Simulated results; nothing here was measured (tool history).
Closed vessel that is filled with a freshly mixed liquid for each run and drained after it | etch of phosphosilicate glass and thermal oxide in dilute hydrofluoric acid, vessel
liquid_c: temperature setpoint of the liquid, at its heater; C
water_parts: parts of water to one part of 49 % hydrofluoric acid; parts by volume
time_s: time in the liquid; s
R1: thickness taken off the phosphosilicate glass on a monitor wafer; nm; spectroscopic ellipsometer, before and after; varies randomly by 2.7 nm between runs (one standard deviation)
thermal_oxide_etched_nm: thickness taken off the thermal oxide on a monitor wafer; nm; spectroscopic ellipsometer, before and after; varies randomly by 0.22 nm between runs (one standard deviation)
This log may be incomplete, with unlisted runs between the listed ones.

{"run": 1, "day": 0.0, "liquid_c": 24, "water_parts": 245, "time_s": 60, "R1": 50.346, "thermal_oxide_etched_nm": 1.1885}
{"run": 2, "day": 0.162, "liquid_c": 24, "water_parts": 275, "time_s": 60, "R1": 42.982, "thermal_oxide_etched_nm": 0.96225}
{"run": 3, "day": 0.438, "liquid_c": 26.5, "water_parts": 205, "time_s": 70, "R1": 79.612, "thermal_oxide_etched_nm": 1.9387}
{"run": 4, "day": 0.7, "liquid_c": 26.5, "water_parts": 120, "time_s": 70, "R1": 147.7, "thermal_oxide_etched_nm": 3.4309}
{"day": 0.725, "done": "hydrofluoric acid flow meter replaced"}
{"run": 5, "day": 0.725, "liquid_c": 26.5, "water_parts": 155, "time_s": 70, "R1": 97.7, "thermal_oxide_etched_nm": 2.2833}
{"run": 6, "day": 0.75, "liquid_c": 29, "water_parts": 155, "time_s": 70, "R1": 105.07, "thermal_oxide_etched_nm": 2.539}
{"run": 7, "day": 0.929, "liquid_c": 28.5, "water_parts": 120, "time_s": 75, "R1": 150.39, "thermal_oxide_etched_nm": 3.7421}
{"run": 8, "day": 0.971, "liquid_c": 27, "water_parts": 100, "time_s": 80, "R1": 189.08, "thermal_oxide_etched_nm": 4.1783}
{"run": 9, "day": 1.254, "liquid_c": 28, "water_parts": 85, "time_s": 80, "R1": 235.09, "thermal_oxide_etched_nm": 5.4484}

For run 10, what comes out?
{"run": 10, "day": 1.604, "liquid_c": 28, "water_parts": 80, "time_s": 80, "R1": "?", "thermal_oxide_etched_nm": "?"}

{"run 10": {"R1": 249.14, "thermal_oxide_etched_nm": 5.4669}}
